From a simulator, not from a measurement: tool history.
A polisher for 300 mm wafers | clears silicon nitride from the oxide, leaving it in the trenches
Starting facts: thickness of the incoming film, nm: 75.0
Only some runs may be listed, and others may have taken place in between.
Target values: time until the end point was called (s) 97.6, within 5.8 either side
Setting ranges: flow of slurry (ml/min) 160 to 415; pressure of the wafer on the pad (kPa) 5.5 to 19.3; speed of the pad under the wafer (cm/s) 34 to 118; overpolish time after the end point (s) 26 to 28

run	hour	flow of slurry (ml/min)	pressure of the wafer on the pad (kPa)	speed of the pad under the wafer (cm/s)	overpolish time after the end point (s)	time until the end point was called (s)
1	0	265	12.4	76	26	148.94
2	5.5	265	10.3	76	26	181.01
3	8.9	295	10.3	76	26	175.48
4	10.5	295	10.3	64	26	197.67
5	19.2	295	10.3	80	26	167.58
6	21.1	295	8.3	80	26	207.72
# hour 29.7: head pressure recalibrated
7	29.7	295	11.7	86	26	150.52
8	36.9	295	12.4	88	26	143.4
9	40.3	295	13.1	90	26	127.3
10	45.7	295	15.9	92	26	106.05

Pick the move, out of 5, that brings all results within their allowed miss; only one does.
A	51.1	260	17.9	76	26	?
B	51.1	230	15.9	94	26	?
C	51.1	275	15.9	102	26	?
D	51.1	285	17.2	76	26	?
E	51.1	315	14.5	90	26	?

move	time until the end point was called (s)
A	114.62
B	110.74
C	101.9
D	118.11
E	121.72
A: the biggest miss grows against the last run
B: the biggest miss grows against the last run
C: all results land within tolerance of their targets
D: the biggest miss grows against the last run
E: the biggest miss grows against the last run
C is the move that brings every result within its allowed miss.

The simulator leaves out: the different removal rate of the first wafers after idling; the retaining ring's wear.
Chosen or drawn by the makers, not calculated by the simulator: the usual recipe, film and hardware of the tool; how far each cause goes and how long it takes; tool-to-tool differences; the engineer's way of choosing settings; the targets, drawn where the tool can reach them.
